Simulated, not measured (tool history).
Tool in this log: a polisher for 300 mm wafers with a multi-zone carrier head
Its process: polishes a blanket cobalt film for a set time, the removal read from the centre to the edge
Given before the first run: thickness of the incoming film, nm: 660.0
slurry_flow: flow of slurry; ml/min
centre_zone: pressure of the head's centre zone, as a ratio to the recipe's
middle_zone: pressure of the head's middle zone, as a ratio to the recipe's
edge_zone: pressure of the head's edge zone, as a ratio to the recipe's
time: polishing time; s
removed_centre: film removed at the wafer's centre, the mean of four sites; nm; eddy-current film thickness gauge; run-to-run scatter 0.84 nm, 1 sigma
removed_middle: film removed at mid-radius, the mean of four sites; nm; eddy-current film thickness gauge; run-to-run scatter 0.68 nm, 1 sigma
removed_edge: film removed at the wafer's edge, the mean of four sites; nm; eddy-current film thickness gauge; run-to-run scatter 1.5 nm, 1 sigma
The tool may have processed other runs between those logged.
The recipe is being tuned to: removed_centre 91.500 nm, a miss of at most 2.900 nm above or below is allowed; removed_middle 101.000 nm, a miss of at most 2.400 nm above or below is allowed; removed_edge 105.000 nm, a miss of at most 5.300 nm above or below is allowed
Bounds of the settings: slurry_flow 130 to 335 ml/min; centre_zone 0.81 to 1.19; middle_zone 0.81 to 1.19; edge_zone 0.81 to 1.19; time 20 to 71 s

run  hour  slurry_flow  centre_zone  middle_zone  edge_zone  time  removed_centre  removed_middle  removed_edge
  1   0.0          215         1.00         1.00       1.00    45         195.550         198.330       198.420
  2   2.9          205         0.97         0.98       0.98    41         173.950         178.130       170.950
  3   4.5          205         0.97         0.98       0.92    41         174.070         177.100       170.350
  4   8.8          205         0.97         0.98       0.96    41         175.700         177.370       171.750
  5  17.8          190         0.94         0.97       1.00    37         152.690         157.130       156.840
  6  20.1          190         0.94         0.97       1.05    37         152.830         157.550       162.220
  7  23.6          185         0.92         0.96       1.05    34         134.910         143.770       149.700
  8  27.3          155         0.83         0.86       0.95    23          79.928          85.478        96.793
  9  28.0          175         0.83         0.87       0.95    23          80.904          88.145        97.097
 10  30.7          190         0.84         0.88       0.96    23          85.187          90.704        97.991
 11  37.8          195         0.84         0.89       0.98    23          84.286          90.628        94.599
 12  39.8          185         0.85         0.90       0.99    23          82.353          91.338        99.700
 13  47.7          190         0.86         0.91       1.00    23          86.758          92.429       100.140
 14  51.0          190         0.86         0.92       1.01    23          85.386          93.403        99.666
 15  59.3          190         0.87         0.93       1.02    23          87.395          93.451        98.855
 16  65.1          190         0.87         0.94       1.03    23          88.203          94.073        99.165

Next run, 5 choices. One meets every target within its allowed miss, the rest don't. Which?
  A  70.9          165         0.89         0.82       1.11    26               ?               ?             ?
  B  70.9          180         0.84         0.98       1.16    23               ?               ?             ?
  C  70.9          130         0.90         0.85       1.11    27               ?               ?             ?
  D  70.9          230         0.86         0.93       1.01    24               ?               ?             ?
  E  70.9          150         0.85         0.91       1.15    26               ?               ?             ?

move  removed_centre  removed_middle  removed_edge
   A          96.794          94.038       116.370
   B          82.228          97.907       106.220
   C          96.281          95.820       116.690
   D          91.393         101.340       106.230
   E          90.618         100.660       116.830
A: no better and no worse than the last run
B: moves away from the targets compared with the last run
C: better than the last run, though not everything is in spec
D: every result lands within tolerance
E: meets the target for the result that was furthest off, but another lies outside its allowed miss
The move that meets every target is D.
